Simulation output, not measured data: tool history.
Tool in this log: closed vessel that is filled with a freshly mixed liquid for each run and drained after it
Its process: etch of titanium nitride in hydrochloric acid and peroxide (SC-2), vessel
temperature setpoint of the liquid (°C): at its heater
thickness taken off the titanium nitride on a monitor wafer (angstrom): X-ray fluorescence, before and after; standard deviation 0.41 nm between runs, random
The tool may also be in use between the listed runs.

run	hour	temperature setpoint of the liquid (°C)	parts of water to one part each of 37 % hydrochloric acid and 30 % peroxide (parts by volume)	time in the liquid (s)	thickness taken off the titanium nitride on a monitor wafer (angstrom)
1	0	59	5.5	1710	918.7
2	9.3	52.5	5.5	1710	605.79
3	17	56	5.5	1710	756.66
4	25.4	56	6.5	1710	669.63
5	31.9	58.5	6.5	1710	786.31
6	39.2	62.5	6.5	1710	1010.9
7	40.6	64	6.5	1710	1109.2
8	46	65	6.5	1710	1168.3
9	53.2	65.5	6.5	1710	1214.7

For run 10, what comes out?
10	61.2	66	6.5	1710	?

{"run 10": {"thickness taken off the titanium nitride on a monitor wafer (angstrom)": 1246.1}}
